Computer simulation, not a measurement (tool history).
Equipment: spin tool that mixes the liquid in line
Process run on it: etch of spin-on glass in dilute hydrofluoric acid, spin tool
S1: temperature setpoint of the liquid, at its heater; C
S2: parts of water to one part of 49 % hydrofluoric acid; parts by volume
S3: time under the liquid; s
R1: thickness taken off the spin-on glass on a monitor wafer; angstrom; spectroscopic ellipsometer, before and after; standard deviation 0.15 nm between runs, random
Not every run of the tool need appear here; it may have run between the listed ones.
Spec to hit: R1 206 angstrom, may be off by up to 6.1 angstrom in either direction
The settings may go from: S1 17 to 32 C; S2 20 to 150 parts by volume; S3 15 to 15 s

run,hour,S1,S2,S3,R1
1,0,24,85,15,86.113
2,8.3,25.5,75,15,105.35
3,17.1,25.5,75,15,107.08
4,19.2,27,70,15,120.11
5,20.2,28,65,15,137.92
6,23.7,28,65,15,136.12
7,30.5,29,60,15,155.49
# hour 34.9: thermometer replaced
8,34.9,29.5,60,15,143.95
9,38.5,30,55,15,162.27
10,44.3,30.5,50,15,182.61
11,48.5,31,50,15,187.57
12,51.4,31.5,50,15,190.36
13,58.9,32,45,15,218.47

Below are 4 possible settings for the next run. Only one of them brings all results inside the allowed miss of their targets. Which is it?
A,66.4,29.5,40,15,?
B,66.4,30.5,45,15,?
C,66.4,28.5,40,15,?
D,66.4,30.5,40,15,?

move,R1
A,224.06
B,205.59
C,215.29
D,233.11
A: misses by more than the last run did
B: in spec on every target
C: nearer the targets than the last run, but a result is still out of spec
D: misses by more than the last run did
Correct choice: B, which meets every target
